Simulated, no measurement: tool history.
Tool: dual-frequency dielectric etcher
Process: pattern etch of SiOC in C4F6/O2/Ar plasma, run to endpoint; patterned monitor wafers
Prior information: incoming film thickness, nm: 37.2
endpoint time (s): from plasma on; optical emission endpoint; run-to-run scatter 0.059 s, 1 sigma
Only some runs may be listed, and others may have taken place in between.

run 1 hour=0.0 | bias_power_(kW)=0.621 source_power_(kW)=0.440 | endpoint_time_(s)=10.799
run 2 hour=6.3 | bias_power_(kW)=0.621 source_power_(kW)=0.390 | endpoint_time_(s)=11.212
run 3 hour=8.7 | bias_power_(kW)=0.563 source_power_(kW)=0.390 | endpoint_time_(s)=11.567
run 4 hour=12.3 | bias_power_(kW)=0.502 source_power_(kW)=0.390 | endpoint_time_(s)=12.416
run 5 hour=14.2 | bias_power_(kW)=0.557 source_power_(kW)=0.400 | endpoint_time_(s)=11.635
run 6 hour=21.7 | bias_power_(kW)=0.472 source_power_(kW)=0.400 | endpoint_time_(s)=12.500
run 7 hour=26.7 | bias_power_(kW)=0.532 source_power_(kW)=0.410 | endpoint_time_(s)=11.674
run 8 hour=32.5 | bias_power_(kW)=0.579 source_power_(kW)=0.420 | endpoint_time_(s)=11.276

Predict the results of run 9:
run 9 hour=40.5 | bias_power_(kW)=0.579 source_power_(kW)=0.420 | endpoint_time_(s)=?

For run 9 the tool returned endpoint time (s) 11.301.
